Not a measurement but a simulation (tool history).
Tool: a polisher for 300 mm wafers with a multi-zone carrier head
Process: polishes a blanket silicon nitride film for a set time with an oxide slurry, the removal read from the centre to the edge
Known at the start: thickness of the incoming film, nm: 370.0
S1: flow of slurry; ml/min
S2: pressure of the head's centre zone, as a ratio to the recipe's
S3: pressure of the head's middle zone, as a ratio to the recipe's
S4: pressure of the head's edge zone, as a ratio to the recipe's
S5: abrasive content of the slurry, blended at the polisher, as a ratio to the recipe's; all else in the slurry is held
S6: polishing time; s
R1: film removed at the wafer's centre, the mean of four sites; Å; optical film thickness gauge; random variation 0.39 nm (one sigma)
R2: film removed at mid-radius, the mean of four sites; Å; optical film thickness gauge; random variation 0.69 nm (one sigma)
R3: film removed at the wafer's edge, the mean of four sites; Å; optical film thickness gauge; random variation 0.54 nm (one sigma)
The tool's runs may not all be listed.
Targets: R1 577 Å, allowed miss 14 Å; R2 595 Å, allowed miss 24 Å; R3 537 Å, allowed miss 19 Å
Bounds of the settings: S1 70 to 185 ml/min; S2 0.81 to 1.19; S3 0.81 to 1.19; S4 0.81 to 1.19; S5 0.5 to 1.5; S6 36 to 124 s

run	hour	S1	S2	S3	S4	S5	S6	R1	R2	R3
1	0	120	1	1	1	1	79	751.91	724.71	716.65
2	3.5	120	1	1	1	1.1	79	790.26	768.69	751.96
3	11.7	120	0.99	1	0.98	1.05	79	765.83	752.66	738.24
4	18.2	120	0.99	1.01	0.97	0.95	79	724.53	737.68	694.24
5	23.4	115	0.99	1	0.95	0.9	79	699.8	681.53	659.79
6	31.4	110	0.99	1.01	0.93	0.85	79	665.6	660.3	637.67
7	36.8	110	0.99	1.02	0.91	0.8	79	643.21	649.2	605.54
8	45.4	105	0.99	1.02	0.9	0.8	79	632.58	632.1	605.09
9	50.1	105	0.99	1.03	0.89	0.8	79	630.46	640.57	607.85
10	58.3	105	0.99	1.03	0.88	0.75	79	615.73	623.23	584.82

5 next moves are on the table. One of them brings every result within its allowed miss. Which?
A	66.5	100	1.07	0.95	0.86	0.65	87	?	?	?
B	66.5	75	0.9	0.91	1.02	0.7	99	?	?	?
C	66.5	135	0.97	1.04	0.86	0.75	71	?	?	?
D	66.5	105	1.08	1.04	0.83	0.8	74	?	?	?
E	66.5	135	1.04	0.98	0.84	0.6	84	?	?	?

move	R1	R2	R3
A	647.81	569.57	556.78
B	574.36	591.17	655.88
C	574.47	594.77	524.89
D	643.94	603.6	537.75
E	630.29	578.55	533.74
A: further off than the last run
B: brings the result that was furthest off to its target, and leaves another outside
C: meets every target
D: further off than the last run
E: further off than the last run
Move C is the one to make.

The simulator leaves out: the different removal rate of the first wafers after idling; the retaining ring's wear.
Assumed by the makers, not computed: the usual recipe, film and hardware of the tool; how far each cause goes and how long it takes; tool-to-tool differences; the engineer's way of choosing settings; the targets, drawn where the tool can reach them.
